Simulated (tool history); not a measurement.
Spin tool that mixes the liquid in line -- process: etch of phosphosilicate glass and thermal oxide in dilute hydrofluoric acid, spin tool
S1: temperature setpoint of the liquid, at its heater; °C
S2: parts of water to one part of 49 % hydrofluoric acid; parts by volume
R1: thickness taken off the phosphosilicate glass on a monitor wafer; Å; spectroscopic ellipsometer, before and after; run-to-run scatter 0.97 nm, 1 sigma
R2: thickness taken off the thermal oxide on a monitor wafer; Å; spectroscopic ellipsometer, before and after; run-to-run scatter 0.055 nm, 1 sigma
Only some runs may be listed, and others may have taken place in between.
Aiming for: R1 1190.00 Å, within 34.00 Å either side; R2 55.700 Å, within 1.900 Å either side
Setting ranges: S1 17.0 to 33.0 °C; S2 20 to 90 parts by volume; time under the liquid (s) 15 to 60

run 1 day=0.000 | S1=25.0 S2=50 time_under_the_liquid_(s)=30 | R1=740.87 R2=35.120
run 2 day=0.075 | S1=27.0 S2=50 time_under_the_liquid_(s)=30 | R1=800.70 R2=38.094
run 3 day=0.204 | S1=28.5 S2=50 time_under_the_liquid_(s)=30 | R1=850.03 R2=40.485
run 4 day=0.308 | S1=28.5 S2=50 time_under_the_liquid_(s)=40 | R1=1141.80 R2=53.132
run 5 day=0.333 | S1=30.5 S2=50 time_under_the_liquid_(s)=40 | R1=1246.90 R2=57.073
run 6 day=0.517 | S1=30.5 S2=50 time_under_the_liquid_(s)=50 | R1=1546.60 R2=71.860
run 7 day=0.742 | S1=26.5 S2=50 time_under_the_liquid_(s)=50 | R1=1315.10 R2=60.662
run 8 day=1.004 | S1=26.0 S2=50 time_under_the_liquid_(s)=50 | R1=1295.40 R2=60.716
run 9 day=1.112 | S1=25.5 S2=50 time_under_the_liquid_(s)=50 | R1=1275.10 R2=59.698

Of the 4 settings listed for the next run, only one would bring every result within its allowed miss of target. Which one?
run A day=1.221 | S1=24.0 S2=45 time_under_the_liquid_(s)=45 | R1=? R2=?
run B day=1.221 | S1=27.0 S2=60 time_under_the_liquid_(s)=50 | R1=? R2=?
run C day=1.221 | S1=29.0 S2=65 time_under_the_liquid_(s)=50 | R1=? R2=?
run D day=1.221 | S1=32.0 S2=85 time_under_the_liquid_(s)=60 | R1=? R2=?

move=A R1=1200.20 R2=55.409
move=B R1=1106.70 R2=51.091
move=C R1=1097.50 R2=50.665
move=D R1=1096.10 R2=50.602
A: all results land within tolerance of their targets
B: carries the result that was furthest off beyond its target, to the other side
C: carries the result that was furthest off beyond its target, to the other side
D: carries the result that was furthest off beyond its target, to the other side
So the answer is move A, the one that meets all the targets.
